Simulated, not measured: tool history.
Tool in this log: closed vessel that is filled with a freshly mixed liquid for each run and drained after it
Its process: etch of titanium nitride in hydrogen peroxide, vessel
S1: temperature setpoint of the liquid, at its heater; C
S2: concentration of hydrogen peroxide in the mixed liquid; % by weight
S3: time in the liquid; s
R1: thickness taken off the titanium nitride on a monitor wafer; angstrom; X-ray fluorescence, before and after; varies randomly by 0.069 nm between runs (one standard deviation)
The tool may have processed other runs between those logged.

{"run": 1, "hour": 0.0, "S1": 46, "S2": 16.5, "S3": 265, "R1": 50.593}
{"run": 2, "hour": 4.2, "S1": 42.5, "S2": 16.5, "S3": 265, "R1": 38.164}
{"run": 3, "hour": 11.6, "S1": 43.5, "S2": 16.5, "S3": 265, "R1": 41.961}
{"run": 4, "hour": 16.5, "S1": 44.5, "S2": 16.5, "S3": 265, "R1": 46.237}
{"run": 5, "hour": 17.8, "S1": 45.5, "S2": 16.5, "S3": 265, "R1": 49.095}
{"run": 6, "hour": 26.5, "S1": 46.5, "S2": 16.5, "S3": 265, "R1": 52.771}
{"run": 7, "hour": 31.8, "S1": 47, "S2": 16.5, "S3": 265, "R1": 54.498}
{"run": 8, "hour": 39.3, "S1": 47.5, "S2": 16.5, "S3": 265, "R1": 56.124}
{"run": 9, "hour": 44.8, "S1": 48, "S2": 16.5, "S3": 265, "R1": 59.242}
{"run": 10, "hour": 54.0, "S1": 48.5, "S2": 16.5, "S3": 265, "R1": 60.844}
{"run": 11, "hour": 59.7, "S1": 49, "S2": 16.5, "S3": 265, "R1": 62.633}

Predict the results of run 12:
{"run": 12, "hour": 66.5, "S1": 49.5, "S2": 16.5, "S3": 265, "R1": "?"}

Logged for run 12: R1 65.126 angstrom.

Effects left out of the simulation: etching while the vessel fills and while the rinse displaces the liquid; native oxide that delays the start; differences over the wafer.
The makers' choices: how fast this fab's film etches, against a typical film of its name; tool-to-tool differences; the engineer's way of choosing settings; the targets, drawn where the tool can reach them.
